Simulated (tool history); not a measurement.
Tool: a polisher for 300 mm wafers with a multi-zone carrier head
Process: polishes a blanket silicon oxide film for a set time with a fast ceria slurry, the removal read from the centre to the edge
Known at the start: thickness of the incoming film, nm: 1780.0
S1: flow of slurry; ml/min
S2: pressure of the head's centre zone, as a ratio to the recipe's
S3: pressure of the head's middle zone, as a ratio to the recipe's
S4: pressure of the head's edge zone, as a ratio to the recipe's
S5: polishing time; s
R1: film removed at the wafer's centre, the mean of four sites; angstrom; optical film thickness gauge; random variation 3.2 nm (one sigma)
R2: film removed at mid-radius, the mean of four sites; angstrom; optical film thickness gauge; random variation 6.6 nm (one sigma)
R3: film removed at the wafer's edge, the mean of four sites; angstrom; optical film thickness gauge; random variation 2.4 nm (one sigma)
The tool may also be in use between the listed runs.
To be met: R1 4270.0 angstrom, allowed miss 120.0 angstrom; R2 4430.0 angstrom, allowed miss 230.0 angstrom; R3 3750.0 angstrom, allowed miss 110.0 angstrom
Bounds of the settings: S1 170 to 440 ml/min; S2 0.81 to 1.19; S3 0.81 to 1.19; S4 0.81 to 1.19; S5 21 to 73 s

run	hour	S1	S2	S3	S4	S5	R1	R2	R3
1	0.0	280	1.00	1.00	1.00	47	5709.3	5175.3	5096.7
2	2.5	280	0.99	1.02	0.97	45	5375.3	5032.5	4764.0
3	9.3	280	0.98	1.03	0.94	44	5278.8	4928.5	4607.6
4	14.9	280	0.98	1.03	0.94	55	6540.4	6019.3	5802.5
5	19.6	280	0.98	1.03	0.94	47	5579.6	5386.4	4920.8
6	21.3	280	0.98	1.08	0.94	47	5602.5	5370.2	4935.4
7	28.7	280	0.98	1.08	0.94	47	5544.9	5478.5	4922.7
8	36.5	280	0.97	1.07	0.92	45	5317.2	5181.1	4693.0
# hour 40.7: centre zone pressure recalibrated
9	40.7	280	0.96	1.08	0.90	43	4654.4	4958.4	4400.2
10	47.2	280	0.97	1.08	0.88	42	4577.0	4887.7	4256.3
11	51.7	280	0.99	1.07	0.87	41	4561.3	4621.1	4145.4
12	60.2	280	0.99	1.07	0.87	41	4569.2	4775.1	4129.8
13	65.3	275	1.00	1.06	0.86	41	4666.6	4777.2	4119.3
14	71.2	275	1.00	1.05	0.85	40	4520.2	4448.8	3981.6
15	78.2	270	1.00	1.06	0.84	40	4549.9	4666.0	3970.7
16	79.4	265	1.00	1.05	0.83	40	4477.0	4561.4	3958.4
17	81.2	265	1.01	1.06	0.82	39	4398.9	4349.1	3829.7
18	90.1	270	1.01	1.07	0.82	39	4403.5	4598.9	3823.2
19	92.4	265	1.01	1.06	0.81	39	4444.4	4553.1	3798.9

4 next moves are on the table. One of them brings every result within its allowed miss. Which?
A	94.7	275	1.05	1.09	0.81	40	?	?	?
B	94.7	290	1.03	1.12	0.89	37	?	?	?
C	94.7	170	1.09	1.00	0.82	41	?	?	?
D	94.7	180	1.06	1.19	0.83	40	?	?	?

move	R1	R2	R3
A	4769.8	4641.2	3925.8
B	4355.5	4415.0	3799.4
C	4782.3	4198.7	3897.9
D	4584.3	4787.2	3833.0
A: further off than the last run
B: meets every target
C: further off than the last run
D: further off than the last run
Move B is the one to make.

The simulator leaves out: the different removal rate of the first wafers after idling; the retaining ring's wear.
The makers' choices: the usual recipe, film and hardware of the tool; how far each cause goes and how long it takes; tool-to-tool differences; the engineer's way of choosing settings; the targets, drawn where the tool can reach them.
